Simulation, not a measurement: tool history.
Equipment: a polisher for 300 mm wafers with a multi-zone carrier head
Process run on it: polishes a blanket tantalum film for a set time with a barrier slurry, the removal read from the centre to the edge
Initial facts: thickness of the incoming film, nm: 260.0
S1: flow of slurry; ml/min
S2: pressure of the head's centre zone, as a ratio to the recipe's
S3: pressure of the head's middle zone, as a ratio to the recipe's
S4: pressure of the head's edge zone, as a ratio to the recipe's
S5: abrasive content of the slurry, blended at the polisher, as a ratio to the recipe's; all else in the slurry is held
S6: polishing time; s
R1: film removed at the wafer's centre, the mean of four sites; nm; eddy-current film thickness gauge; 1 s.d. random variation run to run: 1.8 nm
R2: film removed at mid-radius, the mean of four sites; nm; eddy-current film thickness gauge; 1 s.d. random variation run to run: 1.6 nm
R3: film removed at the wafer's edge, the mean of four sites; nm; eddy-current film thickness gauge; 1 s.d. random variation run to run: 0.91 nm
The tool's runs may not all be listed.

Run 1, hour 0.0: S1 165 ml/min, S2 1.00, S3 1.00, S4 1.00, S5 1.00, S6 61 s. Result: R1 90.282 nm, R2 89.164 nm, R3 93.908 nm.
Run 2, hour 3.9: S1 165 ml/min, S2 1.00, S3 1.00, S4 1.00, S5 1.00, S6 52 s. Result: R1 77.487 nm, R2 77.202 nm, R3 78.708 nm.
Run 3, hour 6.7: S1 135 ml/min, S2 1.00, S3 1.00, S4 1.00, S5 1.00, S6 52 s. Result: R1 75.915 nm, R2 72.860 nm, R3 76.557 nm.
Run 4, hour 13.9: S1 155 ml/min, S2 1.01, S3 1.00, S4 1.05, S5 1.15, S6 57 s. Result: R1 87.007 nm, R2 85.174 nm, R3 92.193 nm.
Run 5, hour 19.4: S1 175 ml/min, S2 1.03, S3 1.01, S4 1.08, S5 1.25, S6 60 s. Result: R1 99.859 nm, R2 96.881 nm, R3 103.330 nm.
Run 6, hour 25.9: S1 185 ml/min, S2 1.02, S3 1.01, S4 1.11, S5 1.35, S6 62 s. Result: R1 106.900 nm, R2 102.840 nm, R3 109.650 nm.

Expected results for the next run?
Run 7, hour 33.2: S1 175 ml/min, S2 1.00, S3 1.01, S4 1.13, S5 1.40, S6 66 s. Result: R1 ?, R2 ?, R3 ?.

{"run 7": {"R1": 107.86, "R2": 107.6, "R3": 119.25}}
